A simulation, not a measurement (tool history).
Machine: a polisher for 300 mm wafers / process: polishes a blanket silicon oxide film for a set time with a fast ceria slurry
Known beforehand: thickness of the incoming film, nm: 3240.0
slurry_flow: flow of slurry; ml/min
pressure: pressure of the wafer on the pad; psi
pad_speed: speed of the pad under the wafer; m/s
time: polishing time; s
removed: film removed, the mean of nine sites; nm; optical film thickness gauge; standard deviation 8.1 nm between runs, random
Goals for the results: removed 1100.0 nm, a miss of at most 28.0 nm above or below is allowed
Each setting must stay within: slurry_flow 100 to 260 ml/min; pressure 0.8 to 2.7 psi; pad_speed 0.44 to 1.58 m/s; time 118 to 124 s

Run 1, day 0.000: slurry_flow 165 ml/min, pressure 1.7 psi, pad_speed 1.00 m/s, time 118 s. Result: removed 1329.2 nm.
Run 2, day 0.200: slurry_flow 155 ml/min, pressure 1.6 psi, pad_speed 1.00 m/s, time 118 s. Result: removed 1257.0 nm.
Run 3, day 0.567: slurry_flow 155 ml/min, pressure 1.6 psi, pad_speed 1.00 m/s, time 118 s. Result: removed 1278.8 nm.
Run 4, day 0.708: slurry_flow 155 ml/min, pressure 1.6 psi, pad_speed 1.20 m/s, time 118 s. Result: removed 1424.1 nm.
Run 5, day 0.979: slurry_flow 155 ml/min, pressure 1.6 psi, pad_speed 1.20 m/s, time 124 s. Result: removed 1510.4 nm.
Run 6, day 1.025: slurry_flow 150 ml/min, pressure 1.4 psi, pad_speed 1.20 m/s, time 124 s. Result: removed 1301.8 nm.
Run 7, day 1.133: slurry_flow 145 ml/min, pressure 1.3 psi, pad_speed 1.20 m/s, time 124 s. Result: removed 1229.0 nm.
Run 8, day 1.350: slurry_flow 140 ml/min, pressure 1.3 psi, pad_speed 1.20 m/s, time 124 s. Result: removed 1211.7 nm.
Run 9, day 1.671: slurry_flow 140 ml/min, pressure 1.3 psi, pad_speed 1.20 m/s, time 124 s. Result: removed 1227.5 nm.
Run 10, day 2.029: slurry_flow 135 ml/min, pressure 1.3 psi, pad_speed 1.20 m/s, time 124 s. Result: removed 1225.6 nm.

Which of these 5 next moves meets every target?
Run A, day 2.388: slurry_flow 140 ml/min, pressure 1.2 psi, pad_speed 1.30 m/s, time 121 s. Result: removed ?.
Run B, day 2.388: slurry_flow 100 ml/min, pressure 1.2 psi, pad_speed 1.58 m/s, time 124 s. Result: removed ?.
Run C, day 2.388: slurry_flow 115 ml/min, pressure 1.3 psi, pad_speed 1.28 m/s, time 118 s. Result: removed ?.
Run D, day 2.388: slurry_flow 140 ml/min, pressure 1.2 psi, pad_speed 1.22 m/s, time 121 s. Result: removed ?.
Run E, day 2.388: slurry_flow 105 ml/min, pressure 1.6 psi, pad_speed 0.98 m/s, time 119 s. Result: removed ?.

move  removed
   A   1162.5
   B   1308.5
   C   1172.5
   D   1108.8
   E   1172.8
A: closer than the last run, but not yet in spec
B: lands further from the targets than the last run did
C: closer than the last run, but not yet in spec
D: hits every target within its allowed miss
E: closer than the last run, but not yet in spec
Answer: D
